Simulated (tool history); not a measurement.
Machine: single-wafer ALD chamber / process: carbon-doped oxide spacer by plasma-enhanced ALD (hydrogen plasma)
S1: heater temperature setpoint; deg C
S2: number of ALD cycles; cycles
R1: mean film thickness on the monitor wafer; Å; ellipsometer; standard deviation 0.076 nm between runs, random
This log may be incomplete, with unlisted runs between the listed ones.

{"run": 1, "hour": 0.0, "S1": 385, "S2": 473, "R1": 234.16}
{"run": 2, "hour": 0.6, "S1": 385, "S2": 466, "R1": 229.93}
{"run": 3, "hour": 6.1, "S1": 385, "S2": 461, "R1": 227.06}
{"run": 4, "hour": 13.7, "S1": 385, "S2": 457, "R1": 226.91}
{"run": 5, "hour": 22.4, "S1": 385, "S2": 404, "R1": 199.86}
{"run": 6, "hour": 25.2, "S1": 385, "S2": 413, "R1": 203.65}
{"run": 7, "hour": 26.0, "S1": 385, "S2": 420, "R1": 208.15}
{"run": 8, "hour": 33.7, "S1": 385, "S2": 425, "R1": 210.06}

Estimate the outcome of run 9 from the log above:
{"run": 9, "hour": 41.2, "S1": 385, "S2": 429, "R1": "?"}

{"run 9": {"R1": 211.28}}

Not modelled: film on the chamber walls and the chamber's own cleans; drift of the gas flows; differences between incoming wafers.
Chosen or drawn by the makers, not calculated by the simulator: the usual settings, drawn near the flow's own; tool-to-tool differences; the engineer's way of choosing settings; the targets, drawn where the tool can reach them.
